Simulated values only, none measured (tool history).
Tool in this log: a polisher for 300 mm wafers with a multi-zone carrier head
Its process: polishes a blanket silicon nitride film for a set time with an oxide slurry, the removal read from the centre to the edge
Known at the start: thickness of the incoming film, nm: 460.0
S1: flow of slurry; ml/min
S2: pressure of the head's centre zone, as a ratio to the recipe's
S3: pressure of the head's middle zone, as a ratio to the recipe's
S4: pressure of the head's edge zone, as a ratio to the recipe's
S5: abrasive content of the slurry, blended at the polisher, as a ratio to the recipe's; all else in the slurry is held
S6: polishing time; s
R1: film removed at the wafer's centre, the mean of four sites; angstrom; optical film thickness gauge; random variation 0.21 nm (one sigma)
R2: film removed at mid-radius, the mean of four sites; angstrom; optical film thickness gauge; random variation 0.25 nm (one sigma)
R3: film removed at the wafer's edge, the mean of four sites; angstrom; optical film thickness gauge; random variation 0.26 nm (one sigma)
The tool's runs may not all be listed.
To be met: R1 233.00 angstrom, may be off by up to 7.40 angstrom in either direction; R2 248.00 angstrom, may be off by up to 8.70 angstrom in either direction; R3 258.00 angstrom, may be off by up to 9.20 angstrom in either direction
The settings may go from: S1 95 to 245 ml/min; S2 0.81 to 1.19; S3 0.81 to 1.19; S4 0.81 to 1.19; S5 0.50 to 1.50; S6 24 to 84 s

run 1 hour=0.0 | S1=155 S2=1.00 S3=1.00 S4=1.00 S5=1.00 S6=54 | R1=457.19 R2=438.62 R3=458.10
run 2 hour=4.7 | S1=145 S2=0.97 S3=0.99 S4=0.97 S5=0.85 S6=51 | R1=361.52 R2=361.65 R3=371.75
run 3 hour=5.2 | S1=120 S2=0.97 S3=0.99 S4=0.97 S5=0.85 S6=51 | R1=346.88 R2=343.41 R3=359.40
run 4 hour=12.2 | S1=155 S2=0.97 S3=0.99 S4=0.97 S5=0.85 S6=51 | R1=370.78 R2=367.38 R3=379.46
run 5 hour=15.6 | S1=155 S2=0.97 S3=0.99 S4=1.01 S5=0.85 S6=51 | R1=371.07 R2=369.89 R3=371.94
run 6 hour=20.6 | S1=155 S2=0.97 S3=1.07 S4=1.01 S5=0.85 S6=51 | R1=375.58 R2=393.14 R3=373.03
run 7 hour=23.6 | S1=145 S2=0.95 S3=1.04 S4=1.01 S5=0.75 S6=50 | R1=306.83 R2=333.55 R3=332.17
run 8 hour=29.9 | S1=145 S2=0.95 S3=1.02 S4=0.99 S5=0.70 S6=49 | R1=283.93 R2=296.64 R3=300.91
run 9 hour=36.2 | S1=145 S2=0.95 S3=1.02 S4=0.99 S5=0.70 S6=49 | R1=282.78 R2=299.51 R3=300.44
run 10 hour=43.4 | S1=140 S2=0.94 S3=1.01 S4=0.98 S5=0.65 S6=49 | R1=258.64 R2=270.02 R3=273.48
run 11 hour=51.2 | S1=130 S2=0.93 S3=1.01 S4=0.98 S5=0.65 S6=49 | R1=254.16 R2=264.44 R3=270.08
run 12 hour=55.0 | S1=120 S2=0.92 S3=1.01 S4=0.99 S5=0.65 S6=49 | R1=242.11 R2=254.25 R3=267.10

Pick the move, out of 5, that brings all results within their allowed miss; only one does.
run A hour=58.8 | S1=115 S2=0.94 S3=1.03 S4=1.02 S5=0.50 S6=69 | R1=? R2=? R3=?
run B hour=58.8 | S1=125 S2=0.92 S3=0.88 S4=1.10 S5=0.60 S6=55 | R1=? R2=? R3=?
run C hour=58.8 | S1=120 S2=0.84 S3=0.95 S4=1.04 S5=0.70 S6=45 | R1=? R2=? R3=?
run D hour=58.8 | S1=140 S2=0.95 S3=1.05 S4=1.11 S5=0.60 S6=51 | R1=? R2=? R3=?
run E hour=58.8 | S1=100 S2=1.03 S3=1.08 S4=0.96 S5=0.80 S6=40 | R1=? R2=? R3=?

move=A R1=236.92 R2=249.10 R3=259.62
move=B R1=251.63 R2=236.43 R3=290.44
move=C R1=222.09 R2=244.16 R3=274.16
move=D R1=249.04 R2=261.36 R3=275.30
move=E R1=257.99 R2=259.13 R3=255.45
A: all results land within tolerance of their targets
B: moves away from the targets compared with the last run
C: pushes the last run's worst result past its target
D: moves away from the targets compared with the last run
E: moves away from the targets compared with the last run
A meets every target.
